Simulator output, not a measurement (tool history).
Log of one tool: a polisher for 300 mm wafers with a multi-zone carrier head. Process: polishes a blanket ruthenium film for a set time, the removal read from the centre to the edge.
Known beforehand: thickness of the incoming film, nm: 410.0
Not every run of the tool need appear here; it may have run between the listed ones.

| run | hour | flow of slurry (ml/min) | pressure of the head's centre zone | pressure of the head's middle zone | pressure of the head's edge zone | polishing time (s) | film removed at the wafer's centre (nm) | film removed at mid-radius (nm) | film removed at the wafer's edge (nm) |
|---|---|---|---|---|---|---|---|---|---|
| 1 | 0.0 | 315 | 1.00 | 1.00 | 1.00 | 44 | 26.846 | 27.733 | 28.149 |
| 2 | 1.6 | 355 | 1.00 | 1.00 | 1.00 | 44 | 27.523 | 27.796 | 27.705 |
| 3 | 9.0 | 355 | 1.00 | 1.00 | 1.00 | 52 | 31.914 | 33.398 | 32.401 |
| 4 | 15.1 | 350 | 1.02 | 0.98 | 1.02 | 52 | 33.560 | 32.557 | 32.807 |
| 5 | 20.5 | 350 | 1.02 | 0.98 | 1.09 | 52 | 32.781 | 32.370 | 34.086 |
| 6 | 28.3 | 350 | 1.02 | 0.98 | 1.15 | 52 | 32.682 | 31.774 | 34.492 |

Estimate the outcome of run 7 from the log above:
| 7 | 30.4 | 350 | 1.03 | 0.97 | 1.15 | 52 | ? | ? | ? |

film removed at the wafer's centre (nm): 33.738
film removed at mid-radius (nm): 32.212
film removed at the wafer's edge (nm): 36.106
